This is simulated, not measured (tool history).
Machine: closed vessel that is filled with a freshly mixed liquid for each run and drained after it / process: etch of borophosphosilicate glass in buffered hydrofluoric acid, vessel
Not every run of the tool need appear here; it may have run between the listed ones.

| run | day | temperature setpoint of the liquid (°C) | parts of 40 % ammonium fluoride to one part of 49 % hydrofluoric acid (parts by volume) | time in the liquid (s) | thickness taken off the borophosphosilicate glass on a monitor wafer (Å) |
|---|---|---|---|---|---|
| 1 | 0 | 25 | 9 | 35 | 426.51 |
| 2 | 0.071 | 26.5 | 8.5 | 35 | 489.18 |
| 3 | 0.125 | 26.5 | 7.5 | 35 | 566.03 |
| 4 | 0.483 | 27.5 | 7.5 | 35 | 599.39 |
| 5 | 0.854 | 27.5 | 6.5 | 35 | 687.56 |
| 6 | 1.083 | 27.5 | 6.5 | 30 | 594.12 |
|  | 1.346 | thermometer replaced |
| 7 | 1.346 | 28.5 | 6.5 | 30 | 695.22 |
| 8 | 1.575 | 29 | 6.5 | 30 | 711.85 |

What does the tool deliver on the next run?
| 9 | 1.875 | 29.5 | 6.5 | 30 | ? |

{"run 9": {"thickness taken off the borophosphosilicate glass on a monitor wafer (Å)": 730.08}}

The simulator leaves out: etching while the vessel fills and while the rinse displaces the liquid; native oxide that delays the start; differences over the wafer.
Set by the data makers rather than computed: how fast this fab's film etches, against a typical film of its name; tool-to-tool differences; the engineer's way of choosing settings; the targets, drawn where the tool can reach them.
